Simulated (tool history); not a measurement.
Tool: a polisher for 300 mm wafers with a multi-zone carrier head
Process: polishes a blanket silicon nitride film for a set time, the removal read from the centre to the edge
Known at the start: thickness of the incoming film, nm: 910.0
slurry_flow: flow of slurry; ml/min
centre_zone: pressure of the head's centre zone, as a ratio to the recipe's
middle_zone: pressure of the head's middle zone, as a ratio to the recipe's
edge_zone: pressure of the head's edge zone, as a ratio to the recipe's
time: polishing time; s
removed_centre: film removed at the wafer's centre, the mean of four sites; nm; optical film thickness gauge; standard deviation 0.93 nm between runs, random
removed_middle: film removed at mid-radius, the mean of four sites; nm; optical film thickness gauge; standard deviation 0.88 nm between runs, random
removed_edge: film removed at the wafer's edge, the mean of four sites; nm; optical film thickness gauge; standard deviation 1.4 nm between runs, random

run  hour  slurry_flow  centre_zone  middle_zone  edge_zone  time  removed_centre  removed_middle  removed_edge
  1   0.0          285         1.00         1.00       1.00    44          102.23          103.74        104.14
  2   7.2          285         1.01         1.00       1.04    47          110.49          110.64        115.28
  3  12.2          295         1.03         1.01       1.08    48          116.41          113.49        120.82
  4  20.6          300         1.03         1.02       1.11    49          118.66          119.08        125.04
  5  25.9          300         0.96         1.02       1.11    49          109.98          118.82        123.94
  6  31.8          300         0.96         1.10       1.11    49          110.38          124.41        123.62
  7  35.7          305         0.98         1.08       1.13    50          114.31          126.22        128.86

Forecast run 8:
  8  37.2          315         1.00         1.06       1.14    51               ?               ?             ?

Run 8 produced removed_centre 121.02 nm, removed_middle 126.83 nm, removed_edge 132.50 nm.
